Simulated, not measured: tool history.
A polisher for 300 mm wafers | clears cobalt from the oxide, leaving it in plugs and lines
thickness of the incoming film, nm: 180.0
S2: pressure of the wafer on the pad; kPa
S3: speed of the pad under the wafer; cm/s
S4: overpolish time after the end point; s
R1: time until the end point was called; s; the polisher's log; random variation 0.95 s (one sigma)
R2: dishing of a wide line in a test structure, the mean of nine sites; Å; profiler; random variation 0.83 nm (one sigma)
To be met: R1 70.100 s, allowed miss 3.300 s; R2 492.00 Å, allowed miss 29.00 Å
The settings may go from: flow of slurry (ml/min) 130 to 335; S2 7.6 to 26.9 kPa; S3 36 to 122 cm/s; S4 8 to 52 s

{"run": 1, "hour": 0.0, "flow of slurry (ml/min)": 215, "S2": 17.2, "S3": 78, "S4": 26, "R1": 42.494, "R2": 519.03}
{"run": 2, "hour": 1.1, "flow of slurry (ml/min)": 215, "S2": 17.2, "S3": 64, "S4": 26, "R1": 50.498, "R2": 478.0}
{"run": 3, "hour": 8.8, "flow of slurry (ml/min)": 215, "S2": 16.5, "S3": 64, "S4": 28, "R1": 50.2, "R2": 496.28}
{"run": 4, "hour": 17.4, "flow of slurry (ml/min)": 215, "S2": 16.5, "S3": 64, "S4": 37, "R1": 50.596, "R2": 525.64}
{"run": 5, "hour": 20.8, "flow of slurry (ml/min)": 160, "S2": 16.5, "S3": 64, "S4": 37, "R1": 53.564, "R2": 525.65}
{"run": 6, "hour": 24.5, "flow of slurry (ml/min)": 160, "S2": 13.8, "S3": 64, "S4": 37, "R1": 60.272, "R2": 507.71}
{"run": 7, "hour": 31.9, "flow of slurry (ml/min)": 160, "S2": 13.1, "S3": 64, "S4": 37, "R1": 63.544, "R2": 496.99}
{"run": 8, "hour": 38.9, "flow of slurry (ml/min)": 160, "S2": 13.1, "S3": 64, "S4": 37, "R1": 62.943, "R2": 490.91}
{"run": 9, "hour": 44.2, "flow of slurry (ml/min)": 160, "S2": 13.1, "S3": 64, "S4": 38, "R1": 61.523, "R2": 497.39}
{"run": 10, "hour": 51.1, "flow of slurry (ml/min)": 160, "S2": 12.4, "S3": 64, "S4": 39, "R1": 66.997, "R2": 512.18}

5 next moves are on the table. One of them brings every result within its allowed miss. Which?
{"run": "A", "hour": 58.0, "flow of slurry (ml/min)": 170, "S2": 12.4, "S3": 58, "S4": 39, "R1": "?", "R2": "?"}
{"run": "B", "hour": 58.0, "flow of slurry (ml/min)": 165, "S2": 12.4, "S3": 66, "S4": 37, "R1": "?", "R2": "?"}
{"run": "C", "hour": 58.0, "flow of slurry (ml/min)": 130, "S2": 11.7, "S3": 56, "S4": 35, "R1": "?", "R2": "?"}
{"run": "D", "hour": 58.0, "flow of slurry (ml/min)": 165, "S2": 13.1, "S3": 62, "S4": 47, "R1": "?", "R2": "?"}
{"run": "E", "hour": 58.0, "flow of slurry (ml/min)": 160, "S2": 12.4, "S3": 70, "S4": 38, "R1": "?", "R2": "?"}

move=A R1=69.486 R2=509.23
move=B R1=62.967 R2=515.75
move=C R1=77.138 R2=471.35
move=D R1=63.889 R2=546.82
move=E R1=60.300 R2=525.92
A: meets every target
B: further off than the last run
C: takes the result that was furthest off past its target
D: further off than the last run
E: further off than the last run
Answer: A
